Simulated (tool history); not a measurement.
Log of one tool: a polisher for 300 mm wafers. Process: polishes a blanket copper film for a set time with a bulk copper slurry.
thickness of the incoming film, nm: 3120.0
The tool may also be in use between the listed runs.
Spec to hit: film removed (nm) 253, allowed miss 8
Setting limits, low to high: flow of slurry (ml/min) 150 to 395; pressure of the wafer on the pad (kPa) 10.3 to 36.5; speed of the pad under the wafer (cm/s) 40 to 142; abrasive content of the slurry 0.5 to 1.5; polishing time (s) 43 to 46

run,hour,flow of slurry (ml/min),pressure of the wafer on the pad (kPa),speed of the pad under the wafer (cm/s),abrasive content of the slurry,polishing time (s),film removed (nm)
1,0,250,23.4,90,1,43,514.5
2,1.3,250,23.4,90,1.2,43,517.1
3,7.3,250,20.7,88,1.2,43,449.93
4,13.3,250,18.6,86,1.2,43,399.63
5,15.5,250,18.6,86,1.3,43,406.56
6,22.9,205,18.6,86,1.3,43,395.16
7,30.7,205,17.2,84,1.3,43,364.56
8,34.6,200,10.3,76,1.3,43,206.82
9,41.2,205,11,76,1.3,43,219.24
10,41.7,210,11.7,76,1.3,43,232.02
11,48.6,215,11.7,76,1.3,43,232.25
12,53.7,225,13.8,76,1.3,43,277.47
13,57.6,215,13.8,76,1.3,43,271.48
14,60.6,185,12.4,76,1.3,43,237.44
15,64.3,190,12.4,76,1.3,43,246.3

Of the 5 settings listed for the next run, only one would bring every result within its allowed miss of target. Which one?
A,68,210,12.4,68,1.15,45,?
B,68,150,12.4,78,1.35,46,?
C,68,205,13.1,68,1.3,43,?
D,68,165,12.4,68,1.25,44,?
E,68,205,13.1,68,1.15,43,?

move,film removed (nm)
A,234.75
B,255.7
C,239.89
D,223.44
E,235.27
A: lands further from the targets than the last run did
B: all results land within tolerance of their targets
C: lands further from the targets than the last run did
D: lands further from the targets than the last run did
E: lands further from the targets than the last run did
Go with B: it meets all targets.
